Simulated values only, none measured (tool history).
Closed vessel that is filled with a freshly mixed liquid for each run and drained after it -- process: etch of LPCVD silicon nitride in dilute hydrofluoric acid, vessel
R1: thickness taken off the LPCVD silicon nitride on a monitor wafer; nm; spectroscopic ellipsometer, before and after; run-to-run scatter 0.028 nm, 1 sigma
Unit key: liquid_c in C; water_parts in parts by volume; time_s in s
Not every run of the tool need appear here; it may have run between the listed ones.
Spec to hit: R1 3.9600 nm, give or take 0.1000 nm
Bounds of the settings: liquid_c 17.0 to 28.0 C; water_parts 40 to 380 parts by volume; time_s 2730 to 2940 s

run 1 day=0.000 | liquid_c=20.0 water_parts=210 time_s=2730 | R1=5.7263
run 2 day=0.083 | liquid_c=20.0 water_parts=210 time_s=2730 | R1=5.7980
run 3 day=0.133 | liquid_c=22.0 water_parts=210 time_s=2730 | R1=6.6538
run 4 day=0.325 | liquid_c=25.5 water_parts=210 time_s=2730 | R1=8.0912
run 5 day=0.350 | liquid_c=23.5 water_parts=220 time_s=2730 | R1=6.8696
run 6 day=0.517 | liquid_c=23.5 water_parts=175 time_s=2730 | R1=8.6900
run 7 day=0.583 | liquid_c=23.5 water_parts=175 time_s=2730 | R1=8.7668
run 8 day=0.929 | liquid_c=22.0 water_parts=190 time_s=2730 | R1=7.1997
-- day=1.092 hydrofluoric acid flow meter replaced
run 9 day=1.092 | liquid_c=21.0 water_parts=205 time_s=2730 | R1=5.8995

Which of these 5 next moves meets every target?
run A day=1.254 | liquid_c=17.5 water_parts=235 time_s=2940 | R1=?
run B day=1.254 | liquid_c=17.5 water_parts=235 time_s=2880 | R1=?
run C day=1.254 | liquid_c=19.5 water_parts=240 time_s=2905 | R1=?
run D day=1.254 | liquid_c=18.5 water_parts=275 time_s=2885 | R1=?
run E day=1.254 | liquid_c=23.5 water_parts=180 time_s=2830 | R1=?

move=A R1=4.3576
move=B R1=4.2687
move=C R1=4.8122
move=D R1=3.9280
move=E R1=8.0402
A: an improvement on the last run, though not all results are within tolerance
B: an improvement on the last run, though not all results are within tolerance
C: an improvement on the last run, though not all results are within tolerance
D: in spec on every target
E: its largest miss is bigger than the last run's
Go with D: it meets all targets.
